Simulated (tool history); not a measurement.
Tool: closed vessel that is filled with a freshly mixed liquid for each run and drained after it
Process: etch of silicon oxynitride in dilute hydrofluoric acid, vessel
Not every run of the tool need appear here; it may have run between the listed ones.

| run | hour | temperature setpoint of the liquid (°C) | parts of water to one part of 49 % hydrofluoric acid (parts by volume) | time in the liquid (s) | thickness taken off the silicon oxynitride on a monitor wafer (angstrom) |
|---|---|---|---|---|---|
| 1 | 0 | 21 | 45 | 590 | 161.18 |
| 2 | 3.7 | 21.5 | 45 | 590 | 165.38 |
| 3 | 8.5 | 21.5 | 45 | 405 | 113.91 |
| 4 | 12.7 | 24.5 | 45 | 405 | 130.86 |
| 5 | 17.7 | 24.5 | 60 | 405 | 97.558 |
| 6 | 19 | 27 | 60 | 405 | 109.75 |
| 7 | 22.4 | 29 | 45 | 415 | 167.18 |

The next listed run, before its measurement:
| 8 | 24.8 | 29 | 40 | 420 | ? |

Run 8 produced thickness taken off the silicon oxynitride on a monitor wafer (angstrom) 190.98.
